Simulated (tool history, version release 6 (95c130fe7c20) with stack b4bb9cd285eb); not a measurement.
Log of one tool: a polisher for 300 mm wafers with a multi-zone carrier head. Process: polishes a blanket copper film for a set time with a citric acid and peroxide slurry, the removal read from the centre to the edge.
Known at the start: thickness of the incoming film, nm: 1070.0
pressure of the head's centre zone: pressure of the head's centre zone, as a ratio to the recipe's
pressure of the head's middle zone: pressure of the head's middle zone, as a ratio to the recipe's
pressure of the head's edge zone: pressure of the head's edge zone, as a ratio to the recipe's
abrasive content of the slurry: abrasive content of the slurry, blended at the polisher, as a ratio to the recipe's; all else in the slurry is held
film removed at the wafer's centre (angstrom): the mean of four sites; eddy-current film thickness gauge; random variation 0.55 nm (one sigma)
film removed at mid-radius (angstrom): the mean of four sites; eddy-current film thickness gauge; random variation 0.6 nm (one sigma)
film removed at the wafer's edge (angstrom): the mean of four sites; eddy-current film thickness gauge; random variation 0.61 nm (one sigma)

run	hour	flow of slurry (ml/min)	pressure of the head's centre zone	pressure of the head's middle zone	pressure of the head's edge zone	abrasive content of the slurry	polishing time (s)	film removed at the wafer's centre (angstrom)	film removed at mid-radius (angstrom)	film removed at the wafer's edge (angstrom)
1	0.0	190	1.00	1.00	1.00	1.00	37	641.66	659.69	640.67
2	6.4	195	1.01	1.01	1.02	1.05	37	667.12	662.59	654.19
3	8.8	195	1.01	0.96	1.02	1.05	37	656.66	640.19	651.96
4	12.8	200	1.01	0.98	1.04	1.10	38	694.23	679.43	695.58
5	21.5	200	1.09	0.98	1.04	1.10	38	734.44	675.98	691.93
6	30.2	200	1.09	0.98	1.04	1.10	33	635.51	587.71	596.93
7	37.0	205	1.08	1.00	1.06	1.15	34	669.71	625.07	624.49
8	39.7	205	1.06	1.01	1.07	1.20	35	683.38	653.45	665.02

Forecast run 9:
9	46.8	210	1.06	1.03	1.08	1.25	35	?	?	?

{"run 9": {"film removed at the wafer's centre (angstrom)": 692.21, "film removed at mid-radius (angstrom)": 665.2, "film removed at the wafer's edge (angstrom)": 664.96}}

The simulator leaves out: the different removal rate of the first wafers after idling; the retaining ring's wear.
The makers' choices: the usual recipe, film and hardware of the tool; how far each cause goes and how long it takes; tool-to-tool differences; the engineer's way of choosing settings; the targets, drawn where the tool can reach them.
